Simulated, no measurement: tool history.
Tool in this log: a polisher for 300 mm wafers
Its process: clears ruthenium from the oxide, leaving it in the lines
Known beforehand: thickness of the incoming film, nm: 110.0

run,hour,flow of slurry (ml/min),pressure of the wafer on the pad (psi),speed of the pad under the wafer (m/s),overpolish time after the end point (s),time until the end point was called (s)
1,0,210,2.6,0.96,4,78.425
2,3.7,210,2.8,0.96,4,71.623
3,12.5,250,2.8,0.96,4,68.84
4,14.9,250,2.4,0.96,4,83.025
5,15.9,250,2.8,0.98,4,68.977
6,18.6,250,2.8,1.14,4,60.83
7,22.2,250,3,1.16,4,55.328
8,30,250,3.2,1.16,4,51.958

For run 9, what comes out?
9,37.8,250,3.4,1.16,4,?

Run 9 gave time until the end point was called (s) 50.251.

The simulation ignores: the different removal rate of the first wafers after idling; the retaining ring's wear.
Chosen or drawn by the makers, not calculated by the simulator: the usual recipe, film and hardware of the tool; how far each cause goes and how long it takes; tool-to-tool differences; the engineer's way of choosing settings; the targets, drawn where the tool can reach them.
